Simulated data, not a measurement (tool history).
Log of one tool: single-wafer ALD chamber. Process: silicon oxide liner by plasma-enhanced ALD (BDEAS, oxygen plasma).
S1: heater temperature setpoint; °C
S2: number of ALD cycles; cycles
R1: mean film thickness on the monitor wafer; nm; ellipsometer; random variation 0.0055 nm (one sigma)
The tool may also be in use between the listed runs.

run 1 hour=0 | S1=315 S2=24 | R1=2.1853
run 2 hour=3.3 | S1=307 S2=24 | R1=2.214
run 3 hour=11 | S1=307 S2=25 | R1=2.3049
run 4 hour=14.6 | S1=302 S2=25 | R1=2.3183
run 5 hour=17.1 | S1=302 S2=22 | R1=2.048
run 6 hour=21.9 | S1=302 S2=23 | R1=2.1333
run 7 hour=23.4 | S1=302 S2=24 | R1=2.2258
run 8 hour=25.6 | S1=302 S2=25 | R1=2.3175

Run 9 is up next; what results do you expect?
run 9 hour=27.6 | S1=302 S2=26 | R1=?

R1: 2.4036 nm
